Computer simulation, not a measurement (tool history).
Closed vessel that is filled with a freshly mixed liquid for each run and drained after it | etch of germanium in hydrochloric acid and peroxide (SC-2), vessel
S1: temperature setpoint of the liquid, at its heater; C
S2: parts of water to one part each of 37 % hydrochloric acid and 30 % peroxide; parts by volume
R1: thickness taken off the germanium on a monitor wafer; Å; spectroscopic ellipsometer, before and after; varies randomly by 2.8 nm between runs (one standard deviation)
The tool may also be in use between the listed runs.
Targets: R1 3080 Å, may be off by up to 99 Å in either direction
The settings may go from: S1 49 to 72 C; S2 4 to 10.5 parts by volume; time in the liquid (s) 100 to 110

{"run": 1, "day": 0.0, "S1": 65, "S2": 5.5, "time in the liquid (s)": 100, "R1": 4073}
{"run": 2, "day": 0.25, "S1": 63.5, "S2": 5.5, "time in the liquid (s)": 100, "R1": 3870.6}
{"run": 3, "day": 0.525, "S1": 62.5, "S2": 5.5, "time in the liquid (s)": 100, "R1": 3748.9}
{"run": 4, "day": 0.825, "S1": 62.5, "S2": 7.5, "time in the liquid (s)": 100, "R1": 3668.2}
{"run": 5, "day": 1.162, "S1": 62.5, "S2": 7.5, "time in the liquid (s)": 100, "R1": 3678.8}
{"run": 6, "day": 1.392, "S1": 61.5, "S2": 7.5, "time in the liquid (s)": 100, "R1": 3535.3}
{"run": 7, "day": 1.758, "S1": 61.5, "S2": 7.5, "time in the liquid (s)": 100, "R1": 3555.6}
{"run": 8, "day": 2.092, "S1": 55.5, "S2": 7.5, "time in the liquid (s)": 100, "R1": 2961.8}

Pick the move, out of 4, that brings all results within their allowed miss; only one does.
{"run": "A", "day": 2.425, "S1": 58, "S2": 7.5, "time in the liquid (s)": 105, "R1": "?"}
{"run": "B", "day": 2.425, "S1": 53, "S2": 6, "time in the liquid (s)": 100, "R1": "?"}
{"run": "C", "day": 2.425, "S1": 55, "S2": 8, "time in the liquid (s)": 105, "R1": "?"}
{"run": "D", "day": 2.425, "S1": 56, "S2": 7.5, "time in the liquid (s)": 110, "R1": "?"}

move=A R1=3412.2
move=B R1=2821.1
move=C R1=3100.2
move=D R1=3364.2
A: takes the biggest miss from the last run beyond its target
B: further off than the last run
C: all results land within tolerance of their targets
D: takes the biggest miss from the last run beyond its target
So the answer is move C, the one that meets all the targets.
